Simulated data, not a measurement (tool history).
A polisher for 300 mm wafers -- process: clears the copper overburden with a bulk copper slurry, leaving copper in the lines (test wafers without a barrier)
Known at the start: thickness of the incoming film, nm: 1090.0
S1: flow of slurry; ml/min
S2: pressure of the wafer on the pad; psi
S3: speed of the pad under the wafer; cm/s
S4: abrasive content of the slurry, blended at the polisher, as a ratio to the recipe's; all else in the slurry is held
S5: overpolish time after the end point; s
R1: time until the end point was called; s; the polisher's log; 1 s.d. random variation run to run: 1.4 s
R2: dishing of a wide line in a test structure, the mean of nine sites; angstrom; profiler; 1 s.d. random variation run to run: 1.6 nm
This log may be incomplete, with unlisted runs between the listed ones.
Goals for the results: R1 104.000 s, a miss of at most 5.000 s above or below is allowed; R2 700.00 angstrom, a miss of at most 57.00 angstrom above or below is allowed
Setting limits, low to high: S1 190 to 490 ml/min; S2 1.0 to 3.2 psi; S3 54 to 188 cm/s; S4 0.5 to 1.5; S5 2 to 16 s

{"run": 1, "day": 0.0, "S1": 315, "S2": 2.1, "S3": 120, "S4": 1.0, "S5": 8, "R1": 155.98, "R2": 361.8}
{"run": 2, "day": 0.275, "S1": 350, "S2": 2.1, "S3": 120, "S4": 1.0, "S5": 8, "R1": 154.55, "R2": 356.72}
{"run": 3, "day": 0.312, "S1": 350, "S2": 2.1, "S3": 120, "S4": 0.8, "S5": 8, "R1": 162.52, "R2": 323.6}
{"run": 4, "day": 0.575, "S1": 350, "S2": 2.1, "S3": 120, "S4": 0.8, "S5": 10, "R1": 162.15, "R2": 401.3}
{"run": 5, "day": 0.767, "S1": 350, "S2": 1.7, "S3": 120, "S4": 0.8, "S5": 10, "R1": 200.84, "R2": 345.51}
{"run": 6, "day": 0.921, "S1": 350, "S2": 2.1, "S3": 122, "S4": 0.8, "S5": 11, "R1": 160.12, "R2": 444.34}
{"run": 7, "day": 0.954, "S1": 350, "S2": 2.4, "S3": 124, "S4": 0.8, "S5": 11, "R1": 138.39, "R2": 518.86}
{"run": 8, "day": 1.05, "S1": 350, "S2": 2.6, "S3": 124, "S4": 0.8, "S5": 11, "R1": 131.24, "R2": 555.03}

Below are 4 possible settings for the next run. Only one of them brings all results inside the allowed miss of their targets. Which is it?
{"run": "A", "day": 1.146, "S1": 335, "S2": 2.9, "S3": 144, "S4": 0.8, "S5": 9, "R1": "?", "R2": "?"}
{"run": "B", "day": 1.146, "S1": 280, "S2": 2.8, "S3": 176, "S4": 0.9, "S5": 14, "R1": "?", "R2": "?"}
{"run": "C", "day": 1.146, "S1": 330, "S2": 3.2, "S3": 152, "S4": 0.8, "S5": 16, "R1": "?", "R2": "?"}
{"run": "D", "day": 1.146, "S1": 370, "S2": 2.9, "S3": 154, "S4": 0.6, "S5": 13, "R1": "?", "R2": "?"}

move=A R1=103.580 R2=549.52
move=B R1=90.717 R2=794.09
move=C R1=90.410 R2=876.39
move=D R1=103.870 R2=705.09
A: puts the biggest miss on target and leaves a different result outside tolerance
B: pushes the last run's worst result past its target
C: pushes the last run's worst result past its target
D: all results in spec
Correct choice: D, which meets every target

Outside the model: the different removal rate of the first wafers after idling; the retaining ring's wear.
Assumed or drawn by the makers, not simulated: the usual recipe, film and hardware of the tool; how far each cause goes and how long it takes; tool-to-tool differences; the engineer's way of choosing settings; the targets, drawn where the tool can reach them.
